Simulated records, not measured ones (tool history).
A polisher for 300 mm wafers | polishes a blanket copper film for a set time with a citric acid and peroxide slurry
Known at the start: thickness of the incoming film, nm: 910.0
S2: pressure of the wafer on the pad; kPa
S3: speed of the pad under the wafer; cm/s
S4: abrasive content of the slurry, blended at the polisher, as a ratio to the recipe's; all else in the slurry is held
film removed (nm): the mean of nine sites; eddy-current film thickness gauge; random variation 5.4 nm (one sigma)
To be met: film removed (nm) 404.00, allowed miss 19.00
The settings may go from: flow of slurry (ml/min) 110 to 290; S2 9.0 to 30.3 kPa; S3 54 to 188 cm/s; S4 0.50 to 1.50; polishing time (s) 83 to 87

run 1 hour=0.0 | flow_of_slurry_(ml/min)=185 S2=19.3 S3=120 S4=1.00 polishing_time_(s)=83 | film_removed_(nm)=206.07
run 2 hour=3.2 | flow_of_slurry_(ml/min)=165 S2=19.3 S3=120 S4=1.00 polishing_time_(s)=83 | film_removed_(nm)=195.54
run 3 hour=9.4 | flow_of_slurry_(ml/min)=180 S2=22.1 S3=122 S4=1.00 polishing_time_(s)=83 | film_removed_(nm)=231.69
run 4 hour=17.1 | flow_of_slurry_(ml/min)=190 S2=24.1 S3=126 S4=1.00 polishing_time_(s)=83 | film_removed_(nm)=266.07
run 5 hour=25.8 | flow_of_slurry_(ml/min)=190 S2=22.1 S3=126 S4=1.00 polishing_time_(s)=83 | film_removed_(nm)=236.66
run 6 hour=34.6 | flow_of_slurry_(ml/min)=190 S2=22.1 S3=100 S4=1.00 polishing_time_(s)=83 | film_removed_(nm)=190.21
run 7 hour=41.6 | flow_of_slurry_(ml/min)=190 S2=24.1 S3=110 S4=1.00 polishing_time_(s)=83 | film_removed_(nm)=234.03
run 8 hour=46.9 | flow_of_slurry_(ml/min)=190 S2=25.5 S3=116 S4=1.00 polishing_time_(s)=83 | film_removed_(nm)=254.55
run 9 hour=47.7 | flow_of_slurry_(ml/min)=195 S2=26.9 S3=122 S4=1.00 polishing_time_(s)=83 | film_removed_(nm)=278.61
run 10 hour=53.8 | flow_of_slurry_(ml/min)=195 S2=27.6 S3=130 S4=1.00 polishing_time_(s)=83 | film_removed_(nm)=313.63
run 11 hour=58.4 | flow_of_slurry_(ml/min)=195 S2=28.3 S3=134 S4=1.00 polishing_time_(s)=83 | film_removed_(nm)=318.88
run 12 hour=66.8 | flow_of_slurry_(ml/min)=195 S2=29.0 S3=140 S4=1.00 polishing_time_(s)=83 | film_removed_(nm)=352.18

4 next moves are on the table. One of them brings every result within its allowed miss. Which?
run A hour=75.2 | flow_of_slurry_(ml/min)=180 S2=29.6 S3=154 S4=1.00 polishing_time_(s)=86 | film_removed_(nm)=?
run B hour=75.2 | flow_of_slurry_(ml/min)=240 S2=30.3 S3=146 S4=1.35 polishing_time_(s)=86 | film_removed_(nm)=?
run C hour=75.2 | flow_of_slurry_(ml/min)=210 S2=30.3 S3=156 S4=1.10 polishing_time_(s)=87 | film_removed_(nm)=?
run D hour=75.2 | flow_of_slurry_(ml/min)=180 S2=29.6 S3=128 S4=0.90 polishing_time_(s)=86 | film_removed_(nm)=?

move=A film_removed_(nm)=400.84
move=B film_removed_(nm)=441.66
move=C film_removed_(nm)=441.31
move=D film_removed_(nm)=323.12
A: meets every target
B: takes the result that was furthest off past its target
C: takes the result that was furthest off past its target
D: further off than the last run
The right move is A.

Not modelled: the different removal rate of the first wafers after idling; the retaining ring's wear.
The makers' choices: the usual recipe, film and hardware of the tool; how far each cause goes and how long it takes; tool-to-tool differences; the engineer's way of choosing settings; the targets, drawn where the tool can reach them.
